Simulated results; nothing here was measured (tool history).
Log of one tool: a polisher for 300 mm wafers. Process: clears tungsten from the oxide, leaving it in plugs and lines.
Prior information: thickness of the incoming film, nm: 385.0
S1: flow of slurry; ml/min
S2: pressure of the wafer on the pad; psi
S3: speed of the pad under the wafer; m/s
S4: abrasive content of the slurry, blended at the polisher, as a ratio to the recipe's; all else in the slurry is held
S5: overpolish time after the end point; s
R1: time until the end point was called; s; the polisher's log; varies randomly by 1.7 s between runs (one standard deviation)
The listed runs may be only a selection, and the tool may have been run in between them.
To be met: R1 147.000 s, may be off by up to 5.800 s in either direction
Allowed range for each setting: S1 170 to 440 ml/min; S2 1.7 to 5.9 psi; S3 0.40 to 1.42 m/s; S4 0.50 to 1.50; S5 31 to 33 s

| run | hour | S1 | S2 | S3 | S4 | S5 | R1 |
|---|---|---|---|---|---|---|---|
| 1 | 0.0 | 280 | 3.8 | 0.90 | 1.00 | 31 | 68.383 |
| 2 | 7.9 | 280 | 2.9 | 0.90 | 1.00 | 31 | 91.267 |
| 3 | 13.7 | 280 | 2.7 | 0.88 | 1.00 | 31 | 97.538 |
| 4 | 22.3 | 280 | 2.5 | 0.86 | 1.00 | 31 | 107.580 |
| 5 | 22.9 | 245 | 2.5 | 0.86 | 1.00 | 31 | 110.250 |
| 6 | 23.9 | 240 | 2.4 | 0.86 | 1.00 | 31 | 115.120 |
| 7 | 32.3 | 235 | 2.3 | 0.86 | 1.00 | 31 | 118.200 |
| 8 | 40.7 | 235 | 1.7 | 0.80 | 1.00 | 31 | 169.960 |
| 9 | 43.9 | 235 | 1.8 | 0.80 | 1.00 | 31 | 159.530 |
| 10 | 45.4 | 245 | 1.9 | 0.80 | 1.00 | 31 | 153.060 |

5 candidate next runs follow, results not yet known. Just one meets every target within its allowed miss. Identify it.
| A | 46.9 | 250 | 2.2 | 0.70 | 1.05 | 33 | ? |
| B | 46.9 | 230 | 1.8 | 0.80 | 1.00 | 33 | ? |
| C | 46.9 | 265 | 2.0 | 0.86 | 1.00 | 31 | ? |
| D | 46.9 | 260 | 2.0 | 0.82 | 1.20 | 31 | ? |
| E | 46.9 | 170 | 1.9 | 0.98 | 0.95 | 31 | ? |

| move | R1 |
|---|---|
| A | 148.420 |
| B | 162.140 |
| C | 134.560 |
| D | 132.610 |
| E | 135.310 |
A: every result lands within tolerance
B: misses by more than the last run did
C: pushes the last run's worst result past its target
D: pushes the last run's worst result past its target
E: pushes the last run's worst result past its target
Answer: A

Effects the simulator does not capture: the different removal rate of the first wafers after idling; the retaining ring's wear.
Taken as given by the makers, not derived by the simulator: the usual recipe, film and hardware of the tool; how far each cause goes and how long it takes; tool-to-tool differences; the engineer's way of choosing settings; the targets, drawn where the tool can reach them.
